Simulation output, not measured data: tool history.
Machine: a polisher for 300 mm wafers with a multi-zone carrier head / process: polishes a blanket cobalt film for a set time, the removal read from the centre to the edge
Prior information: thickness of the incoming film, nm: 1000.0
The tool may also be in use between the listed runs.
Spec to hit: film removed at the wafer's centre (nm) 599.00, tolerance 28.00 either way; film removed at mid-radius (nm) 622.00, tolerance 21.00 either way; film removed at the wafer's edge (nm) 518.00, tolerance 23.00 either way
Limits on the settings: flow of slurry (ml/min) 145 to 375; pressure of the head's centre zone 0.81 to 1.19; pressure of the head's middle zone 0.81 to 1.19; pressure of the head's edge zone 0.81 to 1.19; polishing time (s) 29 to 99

run	hour	flow of slurry (ml/min)	pressure of the head's centre zone	pressure of the head's middle zone	pressure of the head's edge zone	polishing time (s)	film removed at the wafer's centre (nm)	film removed at mid-radius (nm)	film removed at the wafer's edge (nm)
1	0.0	240	1.00	1.00	1.00	64	428.22	413.94	417.03
2	6.9	245	1.01	1.02	1.00	66	449.29	437.06	434.10
3	7.6	245	1.01	1.06	1.00	66	445.50	461.86	436.41
4	14.9	250	1.03	1.08	1.00	67	457.84	469.39	438.78
5	23.6	230	1.03	1.08	1.00	67	460.74	465.23	436.88
6	31.5	230	1.03	1.08	1.06	67	458.02	455.92	456.91
7	33.1	235	1.04	1.09	1.05	68	465.69	479.43	461.66
8	36.6	240	1.06	1.10	1.05	69	494.21	489.67	449.06
9	38.0	265	1.06	1.19	1.10	81	584.84	607.28	544.41
10	44.9	265	1.06	1.19	1.09	81	584.05	612.46	547.01
11	48.1	265	1.06	1.19	1.08	81	580.94	615.58	555.54
12	54.3	265	1.06	1.19	1.08	81	569.67	618.59	557.84
13	55.0	270	1.07	1.19	1.07	81	582.49	615.94	546.82
14	57.2	270	1.08	1.19	1.06	81	583.24	612.35	552.15
15	60.2	285	1.09	1.19	1.04	81	604.92	622.47	540.54

5 next moves are on the table. One of them brings every result within its allowed miss. Which?
A	63.2	300	1.10	1.19	0.96	80	?	?	?
B	63.2	275	1.02	1.17	1.07	83	?	?	?
C	63.2	295	1.13	1.15	0.93	86	?	?	?
D	63.2	275	1.07	1.14	1.06	87	?	?	?
E	63.2	250	1.08	1.12	1.11	85	?	?	?

move	film removed at the wafer's centre (nm)	film removed at mid-radius (nm)	film removed at the wafer's edge (nm)
A	599.82	628.69	509.18
B	571.20	637.41	553.37
C	661.15	655.04	538.88
D	628.17	653.17	577.56
E	612.43	622.01	573.18
A: hits every target within its allowed miss
B: moves away from the targets compared with the last run
C: gets the furthest-off result to its target, but another result is out of tolerance
D: moves away from the targets compared with the last run
E: moves away from the targets compared with the last run
The move that meets every target is A.
